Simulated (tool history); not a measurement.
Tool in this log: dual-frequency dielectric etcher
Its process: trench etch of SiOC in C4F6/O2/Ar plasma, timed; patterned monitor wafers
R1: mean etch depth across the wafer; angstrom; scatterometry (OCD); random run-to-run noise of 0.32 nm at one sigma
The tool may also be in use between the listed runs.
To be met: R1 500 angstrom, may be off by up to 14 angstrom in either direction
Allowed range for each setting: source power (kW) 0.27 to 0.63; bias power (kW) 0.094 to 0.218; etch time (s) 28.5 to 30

run 1 hour=0 | source_power_(kW)=0.45 bias_power_(kW)=0.156 etch_time_(s)=28.5 | R1=587.51
run 2 hour=5.7 | source_power_(kW)=0.42 bias_power_(kW)=0.156 etch_time_(s)=28.5 | R1=580.13
run 3 hour=9.7 | source_power_(kW)=0.42 bias_power_(kW)=0.156 etch_time_(s)=28.5 | R1=575.36
run 4 hour=18.4 | source_power_(kW)=0.41 bias_power_(kW)=0.153 etch_time_(s)=28.5 | R1=564.29
run 5 hour=25.6 | source_power_(kW)=0.41 bias_power_(kW)=0.153 etch_time_(s)=28.5 | R1=570.78
run 6 hour=31.1 | source_power_(kW)=0.41 bias_power_(kW)=0.153 etch_time_(s)=28.5 | R1=567.13
run 7 hour=35.7 | source_power_(kW)=0.4 bias_power_(kW)=0.151 etch_time_(s)=28.5 | R1=561.21
run 8 hour=43 | source_power_(kW)=0.39 bias_power_(kW)=0.149 etch_time_(s)=28.5 | R1=552.83
run 9 hour=48.9 | source_power_(kW)=0.38 bias_power_(kW)=0.148 etch_time_(s)=28.5 | R1=537.1
run 10 hour=52.3 | source_power_(kW)=0.37 bias_power_(kW)=0.148 etch_time_(s)=28.5 | R1=530.14
run 11 hour=61.1 | source_power_(kW)=0.35 bias_power_(kW)=0.146 etch_time_(s)=28.5 | R1=515.99

Next run, 5 choices. One meets every target within its allowed miss, the rest don't. Which?
run A hour=69.9 | source_power_(kW)=0.32 bias_power_(kW)=0.109 etch_time_(s)=30 | R1=?
run B hour=69.9 | source_power_(kW)=0.37 bias_power_(kW)=0.149 etch_time_(s)=30 | R1=?
run C hour=69.9 | source_power_(kW)=0.27 bias_power_(kW)=0.16 etch_time_(s)=30 | R1=?
run D hour=69.9 | source_power_(kW)=0.34 bias_power_(kW)=0.14 etch_time_(s)=30 | R1=?
run E hour=69.9 | source_power_(kW)=0.27 bias_power_(kW)=0.151 etch_time_(s)=28.5 | R1=?

move=A R1=454.18
move=B R1=563.59
move=C R1=506.3
move=D R1=527.33
move=E R1=468.02
A: pushes the last run's worst result past its target
B: the biggest miss grows against the last run
C: all results land within tolerance of their targets
D: the biggest miss grows against the last run
E: pushes the last run's worst result past its target
Correct choice: C, which meets every target
